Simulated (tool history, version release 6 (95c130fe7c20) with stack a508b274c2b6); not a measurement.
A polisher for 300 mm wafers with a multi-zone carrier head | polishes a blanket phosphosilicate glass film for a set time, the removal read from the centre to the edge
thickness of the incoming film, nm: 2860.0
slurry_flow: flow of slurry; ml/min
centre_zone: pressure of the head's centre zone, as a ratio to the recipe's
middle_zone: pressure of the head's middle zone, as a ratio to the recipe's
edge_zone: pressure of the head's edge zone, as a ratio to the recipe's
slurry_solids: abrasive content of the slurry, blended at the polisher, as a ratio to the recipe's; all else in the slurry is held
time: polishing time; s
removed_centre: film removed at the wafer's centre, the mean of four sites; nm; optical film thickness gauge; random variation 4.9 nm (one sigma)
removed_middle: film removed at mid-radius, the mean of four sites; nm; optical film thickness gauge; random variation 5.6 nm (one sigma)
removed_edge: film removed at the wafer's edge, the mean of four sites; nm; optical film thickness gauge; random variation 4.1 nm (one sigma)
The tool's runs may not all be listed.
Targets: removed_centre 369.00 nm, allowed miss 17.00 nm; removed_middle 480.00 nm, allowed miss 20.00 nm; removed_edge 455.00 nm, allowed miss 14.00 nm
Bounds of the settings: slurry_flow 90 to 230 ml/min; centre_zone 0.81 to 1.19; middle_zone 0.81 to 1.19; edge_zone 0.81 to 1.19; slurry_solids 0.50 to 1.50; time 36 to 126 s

run	hour	slurry_flow	centre_zone	middle_zone	edge_zone	slurry_solids	time	removed_centre	removed_middle	removed_edge
1	0.0	150	1.00	1.00	1.00	1.00	81	579.50	604.94	608.02
2	8.7	150	0.92	1.00	1.00	1.00	81	519.55	605.35	597.27
3	16.8	150	0.92	1.00	0.96	1.00	81	537.24	611.37	585.53
4	21.2	150	0.92	1.00	0.96	1.15	81	577.81	632.55	625.33
5	24.5	150	0.92	1.00	1.04	1.15	81	557.21	662.60	649.96
6	28.6	150	0.99	1.00	1.04	1.15	81	594.13	654.82	654.76
7	31.1	140	0.94	1.01	1.02	0.95	80	509.96	596.29	578.07
8	36.6	140	0.94	1.01	1.02	0.95	80	519.24	585.47	578.50
9	39.3	145	0.91	1.02	1.02	0.80	79	456.10	534.57	527.82
10	45.7	115	0.81	1.02	0.92	0.65	79	338.76	456.21	427.59
11	50.3	125	0.82	1.02	0.93	0.65	79	344.27	454.67	432.42
12	54.7	150	0.85	1.06	0.97	0.70	79	396.41	523.91	476.37
13	61.6	140	0.85	1.05	0.96	0.70	79	382.25	490.59	468.12
14	68.7	130	0.84	1.06	0.93	0.70	79	378.48	507.16	456.36

Which of these 5 next moves meets every target?
A	75.8	135	0.85	1.19	1.03	0.95	63	?	?	?
B	75.8	120	0.81	1.11	0.92	0.75	78	?	?	?
C	75.8	125	0.85	1.10	0.86	1.05	66	?	?	?
D	75.8	115	0.81	0.99	0.87	0.65	87	?	?	?
E	75.8	195	0.82	1.17	0.97	0.70	73	?	?	?

move	removed_centre	removed_middle	removed_edge
A	357.83	530.18	449.10
B	360.83	531.23	456.94
C	384.78	534.61	448.10
D	365.32	489.23	454.36
E	366.98	550.91	451.37
A: further off than the last run
B: further off than the last run
C: further off than the last run
D: meets every target
E: further off than the last run
Answer: D

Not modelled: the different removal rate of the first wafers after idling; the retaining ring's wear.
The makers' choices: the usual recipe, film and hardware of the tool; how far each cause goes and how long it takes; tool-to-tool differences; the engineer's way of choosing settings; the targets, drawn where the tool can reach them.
